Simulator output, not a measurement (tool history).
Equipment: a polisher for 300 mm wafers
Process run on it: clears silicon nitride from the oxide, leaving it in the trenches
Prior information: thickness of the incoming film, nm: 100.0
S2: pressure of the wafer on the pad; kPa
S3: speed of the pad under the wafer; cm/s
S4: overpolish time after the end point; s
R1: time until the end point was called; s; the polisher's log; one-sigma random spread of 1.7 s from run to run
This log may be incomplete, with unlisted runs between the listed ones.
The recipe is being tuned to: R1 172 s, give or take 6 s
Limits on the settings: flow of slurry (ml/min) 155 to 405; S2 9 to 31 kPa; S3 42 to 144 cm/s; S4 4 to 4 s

run 1 hour=0 | flow_of_slurry_(ml/min)=260 S2=20 S3=92 S4=4 | R1=101.74
run 2 hour=5.3 | flow_of_slurry_(ml/min)=260 S2=20 S3=78 S4=4 | R1=120.84
run 3 hour=13.6 | flow_of_slurry_(ml/min)=260 S2=20 S3=78 S4=4 | R1=124.23
run 4 hour=21.2 | flow_of_slurry_(ml/min)=260 S2=18.6 S3=78 S4=4 | R1=128.44
run 5 hour=23.3 | flow_of_slurry_(ml/min)=260 S2=18.6 S3=78 S4=4 | R1=131.92
run 6 hour=31.5 | flow_of_slurry_(ml/min)=260 S2=15.9 S3=78 S4=4 | R1=142.62
run 7 hour=36.6 | flow_of_slurry_(ml/min)=260 S2=15.9 S3=78 S4=4 | R1=141.98
run 8 hour=37.7 | flow_of_slurry_(ml/min)=260 S2=14.5 S3=78 S4=4 | R1=151.16

Consider the 5 candidate settings below. Which is the only one whose results all fall within their allowed miss of target?
run A hour=38.8 | flow_of_slurry_(ml/min)=215 S2=20.7 S3=68 S4=4 | R1=?
run B hour=38.8 | flow_of_slurry_(ml/min)=235 S2=11 S3=82 S4=4 | R1=?
run C hour=38.8 | flow_of_slurry_(ml/min)=220 S2=17.2 S3=68 S4=4 | R1=?
run D hour=38.8 | flow_of_slurry_(ml/min)=250 S2=15.9 S3=70 S4=4 | R1=?
run E hour=38.8 | flow_of_slurry_(ml/min)=250 S2=12.4 S3=108 S4=4 | R1=?

move=A R1=139.79
move=B R1=173.9
move=C R1=158.4
move=D R1=161
move=E R1=123.52
A: moves away from the targets compared with the last run
B: meets every target
C: moves toward the targets from the last run without getting all of them in spec
D: moves toward the targets from the last run without getting all of them in spec
E: moves away from the targets compared with the last run
So the answer is move B, the one that meets all the targets.
